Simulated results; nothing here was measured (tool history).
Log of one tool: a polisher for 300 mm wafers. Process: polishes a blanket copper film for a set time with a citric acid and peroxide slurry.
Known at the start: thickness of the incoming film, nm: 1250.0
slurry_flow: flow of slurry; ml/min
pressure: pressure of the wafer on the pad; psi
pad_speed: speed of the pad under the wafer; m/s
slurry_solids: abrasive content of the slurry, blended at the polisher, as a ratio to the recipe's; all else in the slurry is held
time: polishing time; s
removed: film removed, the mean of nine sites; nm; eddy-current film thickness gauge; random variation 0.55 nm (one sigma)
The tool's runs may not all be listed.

run	hour	slurry_flow	pressure	pad_speed	slurry_solids	time	removed
1	0	285	3.2	1.06	1	57	142.06
2	1.8	285	3.2	1.06	1.1	57	145.65
3	9.6	285	3	1.02	1.1	57	132.9
4	17.3	285	2.8	0.98	1.1	57	121.05
5	24	285	2.6	0.96	1.1	57	108.69
6	27.6	285	2.4	0.94	1.1	57	101.35
7	30.4	285	2.3	0.92	1.1	57	94.557
8	33.5	285	2.2	0.92	1.1	57	92.375
9	36.4	280	1.4	0.8	1.1	57	54.362

Run 10 comes next. What will it give?
10	39	290	1.4	0.8	1.1	57	?

{"run 10": {"removed": 54.787}}
